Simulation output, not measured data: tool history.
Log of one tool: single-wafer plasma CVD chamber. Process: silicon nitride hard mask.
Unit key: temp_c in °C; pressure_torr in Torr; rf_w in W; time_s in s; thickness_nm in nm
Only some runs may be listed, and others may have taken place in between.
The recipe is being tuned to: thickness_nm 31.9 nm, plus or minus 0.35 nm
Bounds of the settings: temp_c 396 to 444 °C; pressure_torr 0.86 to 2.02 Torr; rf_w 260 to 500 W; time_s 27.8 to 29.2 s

{"run": 1, "day": 0.0, "temp_c": 420, "pressure_torr": 1.44, "rf_w": 380, "time_s": 29.2, "thickness_nm": 36.682}
{"run": 2, "day": 0.267, "temp_c": 420, "pressure_torr": 1.61, "rf_w": 380, "time_s": 29.2, "thickness_nm": 38.224}
{"run": 3, "day": 0.392, "temp_c": 414, "pressure_torr": 1.61, "rf_w": 380, "time_s": 29.2, "thickness_nm": 38.187}
{"run": 4, "day": 0.529, "temp_c": 414, "pressure_torr": 1.61, "rf_w": 380, "time_s": 27.8, "thickness_nm": 36.285}
{"run": 5, "day": 0.742, "temp_c": 414, "pressure_torr": 1.61, "rf_w": 380, "time_s": 27.8, "thickness_nm": 36.401}
{"run": 6, "day": 1.062, "temp_c": 414, "pressure_torr": 1.79, "rf_w": 380, "time_s": 27.8, "thickness_nm": 37.953}
{"run": 7, "day": 1.104, "temp_c": 414, "pressure_torr": 1.79, "rf_w": 380, "time_s": 27.8, "thickness_nm": 37.831}
{"run": 8, "day": 1.421, "temp_c": 414, "pressure_torr": 1.69, "rf_w": 380, "time_s": 27.8, "thickness_nm": 36.838}
{"run": 9, "day": 1.45, "temp_c": 414, "pressure_torr": 1.61, "rf_w": 380, "time_s": 27.8, "thickness_nm": 36.348}
{"run": 10, "day": 1.825, "temp_c": 414, "pressure_torr": 1.54, "rf_w": 380, "time_s": 27.8, "thickness_nm": 35.795}
{"run": 11, "day": 2.158, "temp_c": 414, "pressure_torr": 1.25, "rf_w": 370, "time_s": 27.8, "thickness_nm": 32.394}

Of the 5 settings listed for the next run, only one would bring every result within its allowed miss of target. Which one?
{"run": "A", "day": 2.492, "temp_c": 411, "pressure_torr": 1.21, "rf_w": 350, "time_s": 29.1, "thickness_nm": "?"}
{"run": "B", "day": 2.492, "temp_c": 416, "pressure_torr": 1.2, "rf_w": 370, "time_s": 28.9, "thickness_nm": "?"}
{"run": "C", "day": 2.492, "temp_c": 415, "pressure_torr": 1.17, "rf_w": 395, "time_s": 28.1, "thickness_nm": "?"}
{"run": "D", "day": 2.492, "temp_c": 420, "pressure_torr": 1.19, "rf_w": 365, "time_s": 28.3, "thickness_nm": "?"}
{"run": "E", "day": 2.492, "temp_c": 418, "pressure_torr": 1.18, "rf_w": 320, "time_s": 29.2, "thickness_nm": "?"}

move=A thickness_nm=32.436
move=B thickness_nm=32.769
move=C thickness_nm=32.357
move=D thickness_nm=31.723
move=E thickness_nm=30.898
A: further off than the last run
B: further off than the last run
C: nearer than the last run, and not there yet
D: hits every target within its allowed miss
E: the result that was furthest off in the last run now lies on the other side of its target
Move D is the one to make.
